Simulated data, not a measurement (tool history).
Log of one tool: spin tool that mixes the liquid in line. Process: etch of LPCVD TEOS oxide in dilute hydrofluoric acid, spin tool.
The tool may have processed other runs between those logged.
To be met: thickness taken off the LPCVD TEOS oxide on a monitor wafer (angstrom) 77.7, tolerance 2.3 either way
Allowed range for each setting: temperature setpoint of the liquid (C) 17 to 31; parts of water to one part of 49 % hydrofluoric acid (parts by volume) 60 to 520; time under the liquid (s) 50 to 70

run,hour,temperature setpoint of the liquid (C),parts of water to one part of 49 % hydrofluoric acid (parts by volume),time under the liquid (s),thickness taken off the LPCVD TEOS oxide on a monitor wafer (angstrom)
1,0,23,290,70,101
2,2.4,23,290,70,101.12
3,4,23,290,70,102.47
4,12.5,22,295,70,94.7
# hour 19.9: hydrofluoric acid flow meter replaced
5,19.9,21,295,70,100.01
6,28.9,21,305,70,94.603
7,30.1,21,315,70,90.952
8,35.8,21,325,70,86.251

Below are 5 possible settings for the next run. Only one of them brings all results inside the allowed miss of their targets. Which is it?
A,41.5,21.5,305,70,?
B,41.5,22.5,285,50,?
C,41.5,19.5,245,50,?
D,41.5,26.5,345,70,?
E,41.5,21,295,70,?

move,thickness taken off the LPCVD TEOS oxide on a monitor wafer (angstrom)
A,95.875
B,77.389
C,83.714
D,96.829
E,98.257
A: further off than the last run
B: all results land within tolerance of their targets
C: closer than the last run, but not yet in spec
D: further off than the last run
E: further off than the last run
Correct choice: B, which meets every target
